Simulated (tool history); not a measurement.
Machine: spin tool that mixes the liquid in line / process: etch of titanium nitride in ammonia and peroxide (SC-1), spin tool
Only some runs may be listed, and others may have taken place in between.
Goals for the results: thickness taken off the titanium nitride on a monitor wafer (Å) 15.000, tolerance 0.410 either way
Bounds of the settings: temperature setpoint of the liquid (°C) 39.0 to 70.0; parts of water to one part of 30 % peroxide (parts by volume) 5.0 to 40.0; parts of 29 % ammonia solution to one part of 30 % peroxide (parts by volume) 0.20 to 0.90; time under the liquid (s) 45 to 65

run  hour  temperature setpoint of the liquid (°C)  parts of water to one part of 30 % peroxide (parts by volume)  parts of 29 % ammonia solution to one part of 30 % peroxide (parts by volume)  time under the liquid (s)  thickness taken off the titanium nitride on a monitor wafer (Å)
  1   0.0                                     55.0                                                           22.5                                                                           0.50                         65                                                           24.550
  2   8.5                                     55.0                                                           22.5                                                                           0.40                         65                                                           23.168
  3  16.8                                     53.0                                                           22.5                                                                           0.40                         65                                                           20.315
  4  22.1                                     51.5                                                           22.5                                                                           0.40                         65                                                           18.523
  5  22.7                                     51.5                                                           27.5                                                                           0.40                         65                                                           16.417
  6  27.8                                     51.5                                                           21.5                                                                           0.40                         65                                                           18.799
  7  31.2                                     50.5                                                           21.5                                                                           0.40                         65                                                           17.492
  8  34.1                                     49.5                                                           21.5                                                                           0.40                         65                                                           16.450

Next run, 4 choices. One meets every target within its allowed miss, the rest don't. Which?
  A  37.0                                     49.5                                                           24.5                                                                           0.35                         65                                                                ?
  B  37.0                                     50.5                                                           19.0                                                                           0.40                         55                                                                ?
  C  37.0                                     55.0                                                           26.0                                                                           0.30                         45                                                                ?
  D  37.0                                     53.5                                                           21.5                                                                           0.55                         45                                                                ?

move  thickness taken off the titanium nitride on a monitor wafer (Å)
   A                                                           14.736
   B                                                           15.826
   C                                                           13.971
   D                                                           15.767
A: every result within its allowed miss
B: moves toward the targets from the last run without getting all of them in spec
C: carries the result that was furthest off beyond its target, to the other side
D: moves toward the targets from the last run without getting all of them in spec
Answer: A

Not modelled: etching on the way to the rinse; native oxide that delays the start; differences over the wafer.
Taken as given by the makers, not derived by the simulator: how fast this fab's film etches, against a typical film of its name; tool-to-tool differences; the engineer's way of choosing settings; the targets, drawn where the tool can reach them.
